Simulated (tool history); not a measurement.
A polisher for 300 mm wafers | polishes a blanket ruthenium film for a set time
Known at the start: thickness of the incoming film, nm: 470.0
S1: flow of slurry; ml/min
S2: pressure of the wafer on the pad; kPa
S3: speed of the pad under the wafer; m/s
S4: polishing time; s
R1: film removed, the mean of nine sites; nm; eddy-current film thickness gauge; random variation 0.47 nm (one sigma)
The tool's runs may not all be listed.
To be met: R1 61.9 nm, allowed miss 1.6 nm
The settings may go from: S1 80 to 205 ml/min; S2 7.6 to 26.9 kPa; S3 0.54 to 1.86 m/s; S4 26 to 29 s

Run 1, day 0: S1 135 ml/min, S2 17.2 kPa, S3 1.18 m/s, S4 29 s. Result: R1 39.829 nm.
Run 2, day 0.125: S1 135 ml/min, S2 17.2 kPa, S3 0.92 m/s, S4 29 s. Result: R1 31.739 nm.
Run 3, day 0.283: S1 145 ml/min, S2 20 kPa, S3 0.94 m/s, S4 29 s. Result: R1 38.269 nm.
Run 4, day 0.625: S1 155 ml/min, S2 22.1 kPa, S3 0.96 m/s, S4 29 s. Result: R1 43.346 nm.
Run 5, day 0.925: S1 155 ml/min, S2 17.9 kPa, S3 0.96 m/s, S4 29 s. Result: R1 35.89 nm.
Run 6, day 1.062: S1 155 ml/min, S2 15.2 kPa, S3 0.96 m/s, S4 29 s. Result: R1 29.858 nm.
Run 7, day 1.425: S1 160 ml/min, S2 18.6 kPa, S3 0.98 m/s, S4 29 s. Result: R1 37.658 nm.
Run 8, day 1.538: S1 170 ml/min, S2 21.4 kPa, S3 0.98 m/s, S4 29 s. Result: R1 43.388 nm.
Run 9, day 1.821: S1 175 ml/min, S2 22.8 kPa, S3 1 m/s, S4 29 s. Result: R1 46.973 nm.
Run 10, day 2.112: S1 175 ml/min, S2 24.1 kPa, S3 1.02 m/s, S4 29 s. Result: R1 51.094 nm.
Run 11, day 2.15: S1 175 ml/min, S2 24.8 kPa, S3 1.04 m/s, S4 29 s. Result: R1 53.218 nm.
Run 12, day 2.179: S1 175 ml/min, S2 25.5 kPa, S3 1.06 m/s, S4 29 s. Result: R1 56.344 nm.
Run 13, day 2.383: S1 175 ml/min, S2 26.2 kPa, S3 1.06 m/s, S4 29 s. Result: R1 57.048 nm.
Run 14, day 2.621: S1 180 ml/min, S2 26.2 kPa, S3 1.08 m/s, S4 29 s. Result: R1 58.685 nm.

Which of these 4 next moves meets every target?
Run A, day 2.858: S1 180 ml/min, S2 26.2 kPa, S3 1.06 m/s, S4 28 s. Result: R1 ?.
Run B, day 2.858: S1 205 ml/min, S2 26.9 kPa, S3 1.04 m/s, S4 28 s. Result: R1 ?.
Run C, day 2.858: S1 140 ml/min, S2 24.1 kPa, S3 1.12 m/s, S4 29 s. Result: R1 ?.
Run D, day 2.858: S1 185 ml/min, S2 26.9 kPa, S3 1.16 m/s, S4 28 s. Result: R1 ?.

move      R1
   A  55.332
   B  56.763
   C  53.381
   D   62.19
A: further off than the last run
B: further off than the last run
C: further off than the last run
D: meets every target
Answer: D
